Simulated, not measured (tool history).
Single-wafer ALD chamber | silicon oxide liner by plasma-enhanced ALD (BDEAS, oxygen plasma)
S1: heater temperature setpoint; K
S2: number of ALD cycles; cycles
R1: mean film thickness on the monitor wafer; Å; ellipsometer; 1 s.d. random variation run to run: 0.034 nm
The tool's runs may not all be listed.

Run 1, hour 0: S1 593.15 K, S2 61 cycles. Result: R1 52.707 Å.
Run 2, hour 5.8: S1 587.15 K, S2 61 cycles. Result: R1 52.722 Å.
Run 3, hour 10.3: S1 587.15 K, S2 56 cycles. Result: R1 48.163 Å.
Run 4, hour 14.6: S1 594.15 K, S2 56 cycles. Result: R1 47.613 Å.
Run 5, hour 23: S1 604.15 K, S2 56 cycles. Result: R1 47.06 Å.
Run 6, hour 24.2: S1 604.15 K, S2 62 cycles. Result: R1 52.559 Å.

Run 7 comes next. What will it give?
Run 7, hour 26.7: S1 604.15 K, S2 63 cycles. Result: R1 ?.

Run 7 came out at R1 53.61 Å.
